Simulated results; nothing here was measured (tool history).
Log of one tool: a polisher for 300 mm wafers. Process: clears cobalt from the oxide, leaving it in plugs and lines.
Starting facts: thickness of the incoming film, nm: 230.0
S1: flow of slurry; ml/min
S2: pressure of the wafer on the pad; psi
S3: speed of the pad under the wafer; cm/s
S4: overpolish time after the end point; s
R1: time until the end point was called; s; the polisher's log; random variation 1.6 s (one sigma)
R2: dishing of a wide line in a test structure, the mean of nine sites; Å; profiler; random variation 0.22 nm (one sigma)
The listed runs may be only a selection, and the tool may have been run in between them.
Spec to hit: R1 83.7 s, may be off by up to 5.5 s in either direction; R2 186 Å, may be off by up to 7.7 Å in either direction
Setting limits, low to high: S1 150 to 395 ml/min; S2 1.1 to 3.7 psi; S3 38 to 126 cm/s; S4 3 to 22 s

run	hour	S1	S2	S3	S4	R1	R2
1	0	250	2.4	82	11	47.28	188.19
2	2.5	250	2.8	82	11	39.317	193
3	9.7	250	2.8	82	7	40.704	172.4
4	16.4	220	2.8	82	7	40.718	167.09
5	25.3	220	2.8	70	7	45.294	165.31
6	28.6	220	3.3	70	7	39.082	176.41
7	35.6	215	2.7	48	13	61.829	182.06
8	37.4	215	2.5	46	14	66.559	182.36
9	41.2	215	2.4	46	15	67.85	188.56
10	48	215	2.3	46	15	71.122	183.56
11	49.2	215	2.2	46	16	73.274	187.28

Of the 5 settings listed for the next run, only one would bring every result within its allowed miss of target. Which one?
A	50.4	270	2.3	46	16	?	?
B	50.4	230	2.3	48	15	?	?
C	50.4	235	1.8	38	20	?	?
D	50.4	210	1.8	50	18	?	?
E	50.4	255	2.1	54	12	?	?

move	R1	R2
A	71.794	187.18
B	71.148	184.57
C	101.82	182.45
D	87.206	184.25
E	70.649	173.03
A: further off than the last run
B: further off than the last run
C: pushes the last run's worst result past its target
D: all results land within tolerance of their targets
E: further off than the last run
D is the move that brings every result within its allowed miss.
